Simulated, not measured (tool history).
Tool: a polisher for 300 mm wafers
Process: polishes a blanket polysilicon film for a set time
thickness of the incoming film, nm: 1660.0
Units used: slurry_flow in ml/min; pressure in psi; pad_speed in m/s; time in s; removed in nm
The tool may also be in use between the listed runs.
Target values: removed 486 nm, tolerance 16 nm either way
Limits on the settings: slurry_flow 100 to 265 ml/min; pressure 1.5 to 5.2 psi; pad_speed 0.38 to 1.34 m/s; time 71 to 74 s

{"run": 1, "hour": 0.0, "slurry_flow": 170, "pressure": 3.3, "pad_speed": 0.86, "time": 71, "removed": 561.14}
{"run": 2, "hour": 4.9, "slurry_flow": 170, "pressure": 3.7, "pad_speed": 0.86, "time": 71, "removed": 619.34}
{"run": 3, "hour": 13.0, "slurry_flow": 170, "pressure": 3.7, "pad_speed": 0.86, "time": 71, "removed": 631.89}
{"run": 4, "hour": 14.7, "slurry_flow": 170, "pressure": 3.7, "pad_speed": 0.68, "time": 71, "removed": 540.56}
{"run": 5, "hour": 23.2, "slurry_flow": 170, "pressure": 3.7, "pad_speed": 0.52, "time": 71, "removed": 457.38}
{"run": 6, "hour": 25.5, "slurry_flow": 140, "pressure": 3.7, "pad_speed": 0.52, "time": 71, "removed": 429.41}
{"run": 7, "hour": 27.9, "slurry_flow": 145, "pressure": 3.7, "pad_speed": 0.52, "time": 71, "removed": 443.81}
{"run": 8, "hour": 30.7, "slurry_flow": 150, "pressure": 3.7, "pad_speed": 0.52, "time": 71, "removed": 434.32}

Which one of the following 4 next-run settings gets every result inside its allowed miss? There is exactly one.
{"run": "A", "hour": 33.5, "slurry_flow": 120, "pressure": 4, "pad_speed": 0.6, "time": 74, "removed": "?"}
{"run": "B", "hour": 33.5, "slurry_flow": 150, "pressure": 3.9, "pad_speed": 0.58, "time": 74, "removed": "?"}
{"run": "C", "hour": 33.5, "slurry_flow": 120, "pressure": 3.5, "pad_speed": 0.52, "time": 71, "removed": "?"}
{"run": "D", "hour": 33.5, "slurry_flow": 140, "pressure": 3.9, "pad_speed": 0.58, "time": 71, "removed": "?"}

move=A removed=515.55
move=B removed=517.51
move=C removed=397.84
move=D removed=489.62
A: pushes the last run's worst result past its target
B: pushes the last run's worst result past its target
C: moves away from the targets compared with the last run
D: all results land within tolerance of their targets
The right move is D.

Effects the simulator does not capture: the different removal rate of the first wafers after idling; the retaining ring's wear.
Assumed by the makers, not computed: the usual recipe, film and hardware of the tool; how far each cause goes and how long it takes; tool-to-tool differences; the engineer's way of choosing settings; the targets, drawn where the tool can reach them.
